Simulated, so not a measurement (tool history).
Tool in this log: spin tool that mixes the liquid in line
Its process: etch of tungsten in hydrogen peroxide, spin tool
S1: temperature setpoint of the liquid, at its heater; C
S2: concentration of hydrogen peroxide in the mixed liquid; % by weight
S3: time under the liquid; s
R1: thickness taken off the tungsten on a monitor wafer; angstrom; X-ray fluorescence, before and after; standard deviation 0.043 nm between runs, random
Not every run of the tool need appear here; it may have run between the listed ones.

run  hour    S1    S2  S3      R1
  1     0    52  16.5  15  122.66
  2   8.3    52    15  15  117.58
  3   9.3  54.5    15  15  136.15
  4    13    52    15  15  117.49
  5  18.9  50.5    15  15  107.76
  6  26.7    49    15  15  97.665
  7  30.5    48    15  15  91.945
  8  38.4  47.5    15  15  88.735

Run 9 has not been measured yet. What should we expect?
  9  41.9  47  15  15   ?

Run 9 gave R1 87.285 angstrom.
